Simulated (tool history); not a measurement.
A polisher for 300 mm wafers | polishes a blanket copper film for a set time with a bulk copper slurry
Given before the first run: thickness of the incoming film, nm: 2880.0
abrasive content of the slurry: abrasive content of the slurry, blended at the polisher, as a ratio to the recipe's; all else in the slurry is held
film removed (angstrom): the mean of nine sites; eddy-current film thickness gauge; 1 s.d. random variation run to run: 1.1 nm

run  hour  flow of slurry (ml/min)  pressure of the wafer on the pad (psi)  speed of the pad under the wafer (cm/s)  abrasive content of the slurry  polishing time (s)  film removed (angstrom)
  1     0                      195                                     1.8                                       88                               1                  53                   2056.4
  2   6.2                      190                                     1.7                                       88                               1                  53                   1957.5
  3  12.6                      190                                     1.6                                       88                               1                  53                   1840.4
  4    15                      165                                     1.6                                       88                               1                  53                   1782.8
  5  17.6                      165                                     1.6                                       88                               1                  55                   1871.4
  6  22.5                      115                                     1.6                                       88                               1                  55                   1813.3
  7  31.5                      115                                     1.2                                       88                               1                  55                   1380.8
  8  32.5                      125                                     1.2                                       88                               1                  55                   1388.5
  9  35.9                      135                                     1.2                                       88                               1                  55                     1381
 10  43.2                      135                                     1.2                                       88                               1                  55                   1385.2

What will run 11 give?
 11  45.5                      140                                     1.2                                       88                               1                  55                        ?

film removed (angstrom): 1423.9

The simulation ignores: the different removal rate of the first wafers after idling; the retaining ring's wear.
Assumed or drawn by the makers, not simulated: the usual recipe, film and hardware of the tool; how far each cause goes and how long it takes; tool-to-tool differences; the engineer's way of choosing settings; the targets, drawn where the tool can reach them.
